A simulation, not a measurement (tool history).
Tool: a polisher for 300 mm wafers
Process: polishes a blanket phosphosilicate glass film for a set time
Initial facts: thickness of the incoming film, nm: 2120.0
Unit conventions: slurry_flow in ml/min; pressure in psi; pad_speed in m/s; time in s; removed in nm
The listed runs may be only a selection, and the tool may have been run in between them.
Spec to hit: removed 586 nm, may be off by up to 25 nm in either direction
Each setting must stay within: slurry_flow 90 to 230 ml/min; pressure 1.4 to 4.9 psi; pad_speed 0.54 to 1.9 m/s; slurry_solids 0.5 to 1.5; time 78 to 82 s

run 1 hour=0 | slurry_flow=150 pressure=3.1 pad_speed=1.22 slurry_solids=1 time=78 | removed=850.23
run 2 hour=8.4 | slurry_flow=150 pressure=3.1 pad_speed=1.44 slurry_solids=1 time=78 | removed=996.2
run 3 hour=16.2 | slurry_flow=150 pressure=3.1 pad_speed=1.44 slurry_solids=1 time=82 | removed=1032.7
run 4 hour=16.8 | slurry_flow=150 pressure=2.7 pad_speed=1.42 slurry_solids=1 time=82 | removed=907.23
run 5 hour=20.3 | slurry_flow=150 pressure=2.4 pad_speed=1.42 slurry_solids=1 time=82 | removed=845.24
run 6 hour=24.7 | slurry_flow=150 pressure=2.2 pad_speed=1.4 slurry_solids=1 time=82 | removed=755.07
run 7 hour=27.1 | slurry_flow=150 pressure=2.2 pad_speed=1.4 slurry_solids=1 time=82 | removed=784.41
run 8 hour=29.9 | slurry_flow=150 pressure=2 pad_speed=1.38 slurry_solids=1 time=82 | removed=710.88
run 9 hour=30.7 | slurry_flow=150 pressure=1.9 pad_speed=1.38 slurry_solids=1 time=82 | removed=688.42
run 10 hour=39.3 | slurry_flow=145 pressure=1.4 pad_speed=1.36 slurry_solids=1 time=82 | removed=563.83
run 11 hour=41.2 | slurry_flow=150 pressure=1.4 pad_speed=1.36 slurry_solids=1 time=82 | removed=556.92

Of the 4 settings listed for the next run, only one would bring every result within its allowed miss of target. Which one?
run A hour=43.1 | slurry_flow=150 pressure=1.5 pad_speed=1.26 slurry_solids=1.2 time=80 | removed=?
run B hour=43.1 | slurry_flow=155 pressure=1.6 pad_speed=1.14 slurry_solids=1 time=78 | removed=?
run C hour=43.1 | slurry_flow=160 pressure=1.6 pad_speed=1.04 slurry_solids=1 time=80 | removed=?
run D hour=43.1 | slurry_flow=90 pressure=1.4 pad_speed=1.38 slurry_solids=1 time=82 | removed=?

move=A removed=588.22
move=B removed=513.38
move=C removed=495.08
move=D removed=508.17
A: in spec on every target
B: misses by more than the last run did
C: misses by more than the last run did
D: misses by more than the last run did
So the answer is move A, the one that meets all the targets.
